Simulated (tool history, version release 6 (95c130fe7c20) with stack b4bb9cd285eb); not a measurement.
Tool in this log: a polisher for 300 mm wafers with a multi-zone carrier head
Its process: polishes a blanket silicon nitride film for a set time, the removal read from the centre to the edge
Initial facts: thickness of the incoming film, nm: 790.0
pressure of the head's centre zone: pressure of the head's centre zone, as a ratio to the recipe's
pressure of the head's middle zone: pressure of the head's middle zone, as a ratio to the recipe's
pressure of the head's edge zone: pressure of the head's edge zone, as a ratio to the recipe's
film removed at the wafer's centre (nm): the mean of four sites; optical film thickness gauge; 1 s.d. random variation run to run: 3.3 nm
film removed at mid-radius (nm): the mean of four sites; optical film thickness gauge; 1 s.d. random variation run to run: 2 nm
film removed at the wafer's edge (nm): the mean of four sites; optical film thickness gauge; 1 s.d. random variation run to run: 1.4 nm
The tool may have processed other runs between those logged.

run	hour	flow of slurry (ml/min)	pressure of the head's centre zone	pressure of the head's middle zone	pressure of the head's edge zone	polishing time (s)	film removed at the wafer's centre (nm)	film removed at mid-radius (nm)	film removed at the wafer's edge (nm)
1	0	175	1	1	1	73	216.81	212.07	210.91
2	3.6	170	1.01	0.98	0.99	73	212.1	201.29	211.73
3	9.1	170	1.03	0.98	0.97	73	220.27	205.98	206.09
4	15.9	165	1.04	0.97	0.96	73	219.33	202.55	204.98
5	20.9	165	1.13	0.97	0.96	73	231.49	207.25	204.25
6	23.4	165	1.17	0.97	0.96	73	246.49	200.1	206.63
7	31.1	160	1.17	0.96	0.96	73	245.08	198.94	208.19
# hour 37.1: worn pad replaced by a new one
8	37.1	155	1.17	0.95	0.95	73	278.4	223.33	233.32

Predict the results of run 9:
9	38.5	205	1.16	0.95	1	74	?	?	?

film removed at the wafer's centre (nm): 284.88
film removed at mid-radius (nm): 232.61
film removed at the wafer's edge (nm): 243.9
